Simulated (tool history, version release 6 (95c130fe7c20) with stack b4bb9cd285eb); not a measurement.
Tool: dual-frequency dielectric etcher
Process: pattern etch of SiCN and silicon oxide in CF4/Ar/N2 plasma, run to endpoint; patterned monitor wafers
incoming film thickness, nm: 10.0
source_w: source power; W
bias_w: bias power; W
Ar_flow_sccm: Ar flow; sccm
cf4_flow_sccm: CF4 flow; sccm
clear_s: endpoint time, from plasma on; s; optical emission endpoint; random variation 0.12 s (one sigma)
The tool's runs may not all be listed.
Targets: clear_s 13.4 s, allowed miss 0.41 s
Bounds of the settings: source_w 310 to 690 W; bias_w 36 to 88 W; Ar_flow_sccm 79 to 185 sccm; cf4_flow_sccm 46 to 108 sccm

run  hour  source_w  bias_w  Ar_flow_sccm  cf4_flow_sccm  clear_s
  1     0       500      62           132             77   11.239
  2     2       570      62           132             77    9.751
  3   9.3       570      62           132             90   9.3808
  4  10.2       520      61           133             90   10.385
  5  18.6       480      60           134             90   11.623
  6  25.6       460      60           134             90    12.04
  7  26.2       460      60           134             90    11.96
  8  28.3       440      60           134             90   12.771

Which of these 5 next moves meets every target?
  A  30.4       440      62           142             97        ?
  B  30.4       460      54           141             89        ?
  C  30.4       460      55           172            107        ?
  D  30.4       430      73           138             91        ?
  E  30.4       440      49           118             84        ?

move  clear_s
   A   12.291
   B   12.424
   C   12.377
   D   12.003
   E   13.172
A: further off than the last run
B: further off than the last run
C: further off than the last run
D: further off than the last run
E: meets every target
The right move is E.
